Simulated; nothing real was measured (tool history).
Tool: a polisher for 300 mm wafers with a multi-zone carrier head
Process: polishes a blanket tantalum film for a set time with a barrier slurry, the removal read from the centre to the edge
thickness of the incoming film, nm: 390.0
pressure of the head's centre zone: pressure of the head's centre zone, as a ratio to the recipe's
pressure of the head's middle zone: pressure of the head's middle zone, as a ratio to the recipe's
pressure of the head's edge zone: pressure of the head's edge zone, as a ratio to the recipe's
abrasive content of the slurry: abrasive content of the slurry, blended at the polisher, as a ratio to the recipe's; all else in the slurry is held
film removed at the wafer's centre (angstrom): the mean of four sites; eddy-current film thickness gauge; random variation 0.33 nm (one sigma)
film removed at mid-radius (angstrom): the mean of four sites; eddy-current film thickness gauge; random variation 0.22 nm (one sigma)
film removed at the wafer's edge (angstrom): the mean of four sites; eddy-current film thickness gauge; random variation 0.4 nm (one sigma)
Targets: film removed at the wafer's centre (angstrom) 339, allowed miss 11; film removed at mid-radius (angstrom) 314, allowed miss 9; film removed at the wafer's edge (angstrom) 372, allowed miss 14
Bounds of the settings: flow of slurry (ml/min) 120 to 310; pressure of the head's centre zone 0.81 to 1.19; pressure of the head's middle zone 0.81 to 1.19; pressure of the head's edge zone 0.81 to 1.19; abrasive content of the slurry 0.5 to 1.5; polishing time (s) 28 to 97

run,hour,flow of slurry (ml/min),pressure of the head's centre zone,pressure of the head's middle zone,pressure of the head's edge zone,abrasive content of the slurry,polishing time (s),film removed at the wafer's centre (angstrom),film removed at mid-radius (angstrom),film removed at the wafer's edge (angstrom)
1,0,200,1,1,1,1,62,679.44,695.31,681.08
2,0.8,185,0.98,0.95,1,0.85,54,549.83,543.41,572.24
3,2.1,185,0.98,0.95,1.07,0.85,54,560.92,545.72,586.88
4,5.1,185,0.9,0.95,1.07,0.85,54,506.17,547.01,597.9
5,5.8,185,0.96,0.95,1.07,0.85,54,541.18,550.72,600.25
6,11.4,175,0.95,0.91,1.02,0.75,49,468.31,470.16,510.86
7,20.4,135,0.96,0.81,1.03,0.5,34,290.04,266.67,314.61
8,27.4,165,0.96,0.82,1.05,0.5,34,296.37,276.03,325.33
9,36.5,165,0.96,0.82,1.05,0.5,34,302.51,277.23,332.32

Which of these 5 next moves meets every target?
A,45.6,215,0.88,0.94,1.02,0.5,31,?,?,?
B,45.6,160,0.81,0.82,1.12,0.5,42,?,?,?
C,45.6,170,1.01,0.9,1.04,0.5,39,?,?,?
D,45.6,160,0.9,0.81,1.17,0.5,41,?,?,?
E,45.6,150,0.96,0.82,1.05,0.6,38,?,?,?

move,film removed at the wafer's centre (angstrom),film removed at mid-radius (angstrom),film removed at the wafer's edge (angstrom)
A,256.6,284.44,304.34
B,303.47,337.66,418.12
C,356.39,335.57,376.67
D,329.45,326.96,417.5
E,334.09,313.43,377.24
A: further off than the last run
B: takes the result that was furthest off past its target
C: takes the result that was furthest off past its target
D: takes the result that was furthest off past its target
E: meets every target
Answer: E
